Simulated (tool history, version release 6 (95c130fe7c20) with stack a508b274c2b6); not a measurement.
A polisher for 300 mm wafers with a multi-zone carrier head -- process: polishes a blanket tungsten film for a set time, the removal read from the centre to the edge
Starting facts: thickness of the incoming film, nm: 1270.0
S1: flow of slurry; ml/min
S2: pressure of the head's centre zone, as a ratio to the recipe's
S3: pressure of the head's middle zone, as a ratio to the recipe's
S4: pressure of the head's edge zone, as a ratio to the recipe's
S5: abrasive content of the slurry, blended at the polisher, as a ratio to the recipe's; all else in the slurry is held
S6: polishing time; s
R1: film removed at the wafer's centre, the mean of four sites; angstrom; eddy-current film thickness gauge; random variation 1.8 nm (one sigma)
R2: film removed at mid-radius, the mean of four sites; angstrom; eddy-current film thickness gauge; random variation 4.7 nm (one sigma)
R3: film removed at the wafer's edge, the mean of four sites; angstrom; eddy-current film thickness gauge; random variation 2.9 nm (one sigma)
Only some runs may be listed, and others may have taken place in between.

{"run": 1, "hour": 0.0, "S1": 200, "S2": 1.0, "S3": 1.0, "S4": 1.0, "S5": 1.0, "S6": 79, "R1": 3740.5, "R2": 3829.2, "R3": 3916.8}
{"run": 2, "hour": 2.3, "S1": 200, "S2": 1.0, "S3": 1.0, "S4": 1.0, "S5": 1.0, "S6": 67, "R1": 3161.5, "R2": 3296.7, "R3": 3254.2}
{"run": 3, "hour": 8.5, "S1": 240, "S2": 1.0, "S3": 1.0, "S4": 1.0, "S5": 1.0, "S6": 67, "R1": 3296.3, "R2": 3309.3, "R3": 3323.2}
{"run": 4, "hour": 16.2, "S1": 240, "S2": 1.0, "S3": 1.0, "S4": 1.0, "S5": 0.9, "S6": 67, "R1": 3185.3, "R2": 3337.3, "R3": 3203.4}
{"run": 5, "hour": 19.8, "S1": 230, "S2": 1.0, "S3": 1.0, "S4": 0.97, "S5": 0.85, "S6": 67, "R1": 3112.2, "R2": 3214.5, "R3": 3144.7}
{"run": 6, "hour": 24.4, "S1": 230, "S2": 1.01, "S3": 1.03, "S4": 0.95, "S5": 0.8, "S6": 67, "R1": 3104.3, "R2": 3285.9, "R3": 3038.3}
{"run": 7, "hour": 25.7, "S1": 225, "S2": 1.01, "S3": 1.04, "S4": 0.93, "S5": 0.8, "S6": 67, "R1": 3111.0, "R2": 3343.1, "R3": 2978.4}
{"run": 8, "hour": 32.6, "S1": 225, "S2": 1.01, "S3": 1.04, "S4": 0.93, "S5": 0.8, "S6": 67, "R1": 3079.7, "R2": 3323.5, "R3": 2990.1}
{"run": 9, "hour": 37.8, "S1": 220, "S2": 1.01, "S3": 1.05, "S4": 0.91, "S5": 0.8, "S6": 67, "R1": 3084.9, "R2": 3240.2, "R3": 3028.0}
{"run": 10, "hour": 40.1, "S1": 220, "S2": 1.01, "S3": 1.06, "S4": 0.91, "S5": 0.75, "S6": 67, "R1": 3060.7, "R2": 3325.8, "R3": 2947.3}

What does the tool deliver on the next run?
{"run": 11, "hour": 47.4, "S1": 220, "S2": 1.01, "S3": 1.06, "S4": 0.91, "S5": 0.75, "S6": 67, "R1": "?", "R2": "?", "R3": "?"}

R1: 3041.0 angstrom
R2: 3226.9 angstrom
R3: 2907.2 angstrom
